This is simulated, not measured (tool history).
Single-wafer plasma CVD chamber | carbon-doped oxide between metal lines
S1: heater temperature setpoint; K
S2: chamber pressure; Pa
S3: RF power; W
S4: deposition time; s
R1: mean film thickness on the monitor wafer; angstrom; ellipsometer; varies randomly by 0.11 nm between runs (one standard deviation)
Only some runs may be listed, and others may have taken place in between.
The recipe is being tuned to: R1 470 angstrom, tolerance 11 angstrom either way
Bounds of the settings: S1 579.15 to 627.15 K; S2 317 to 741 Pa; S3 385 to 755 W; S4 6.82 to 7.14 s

{"run": 1, "hour": 0.0, "S1": 603.15, "S2": 529, "S3": 570, "S4": 7.14, "R1": 414.83}
{"run": 2, "hour": 3.4, "S1": 603.15, "S2": 529, "S3": 490, "S4": 7.14, "R1": 365.93}
{"run": 3, "hour": 8.8, "S1": 603.15, "S2": 529, "S3": 415, "S4": 7.14, "R1": 306}
{"run": 4, "hour": 12.7, "S1": 603.15, "S2": 481, "S3": 415, "S4": 7.14, "R1": 303.95}
{"run": 5, "hour": 18.6, "S1": 603.15, "S2": 421, "S3": 415, "S4": 7.14, "R1": 299.69}
{"run": 6, "hour": 20.1, "S1": 603.15, "S2": 453, "S3": 415, "S4": 7.14, "R1": 303.07}
{"run": 7, "hour": 21.4, "S1": 600.15, "S2": 481, "S3": 455, "S4": 7.14, "R1": 339.22}
{"run": 8, "hour": 24.1, "S1": 588.15, "S2": 587, "S3": 535, "S4": 7.14, "R1": 418.96}

Which single option among these 5 for the next run brings every result within its allowed miss of target? Just one does.
{"run": "A", "hour": 26.8, "S1": 582.15, "S2": 615, "S3": 565, "S4": 7.14, "R1": "?"}
{"run": "B", "hour": 26.8, "S1": 600.15, "S2": 679, "S3": 515, "S4": 6.82, "R1": "?"}
{"run": "C", "hour": 26.8, "S1": 584.15, "S2": 567, "S3": 605, "S4": 7.14, "R1": "?"}
{"run": "D", "hour": 26.8, "S1": 588.15, "S2": 556, "S3": 575, "S4": 7.14, "R1": "?"}
{"run": "E", "hour": 26.8, "S1": 587.15, "S2": 519, "S3": 510, "S4": 6.92, "R1": "?"}

move=A R1=448.81
move=B R1=377.44
move=C R1=466.26
move=D R1=440.53
move=E R1=385.37
A: moves toward the targets from the last run without getting all of them in spec
B: lands further from the targets than the last run did
C: all results in spec
D: moves toward the targets from the last run without getting all of them in spec
E: lands further from the targets than the last run did
The move that meets every target is C.
